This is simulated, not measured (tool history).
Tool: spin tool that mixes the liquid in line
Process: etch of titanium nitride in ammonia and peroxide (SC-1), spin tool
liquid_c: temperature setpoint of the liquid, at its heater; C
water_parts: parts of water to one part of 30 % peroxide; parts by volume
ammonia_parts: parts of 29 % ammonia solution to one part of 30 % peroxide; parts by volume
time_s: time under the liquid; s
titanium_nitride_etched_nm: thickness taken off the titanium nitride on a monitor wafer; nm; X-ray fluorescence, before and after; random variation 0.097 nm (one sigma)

| run | hour | liquid_c | water_parts | ammonia_parts | time_s | titanium_nitride_etched_nm |
|---|---|---|---|---|---|---|
| 1 | 0 | 47 | 13 | 0.9 | 275 | 17.889 |
| 2 | 6.7 | 47 | 16.5 | 0.9 | 275 | 15.661 |
| 3 | 15.1 | 53 | 16.5 | 0.9 | 275 | 23.917 |
| 4 | 16 | 53.5 | 16.5 | 0.9 | 275 | 24.601 |
| 5 | 22.2 | 59 | 16.5 | 0.9 | 275 | 35.922 |
| 6 | 29.7 | 59 | 16.5 | 0.9 | 275 | 35.703 |

Forecast run 7:
| 7 | 35.9 | 57.5 | 16.5 | 0.9 | 275 | ? |

{"run 7": {"titanium_nitride_etched_nm": 32.268}}
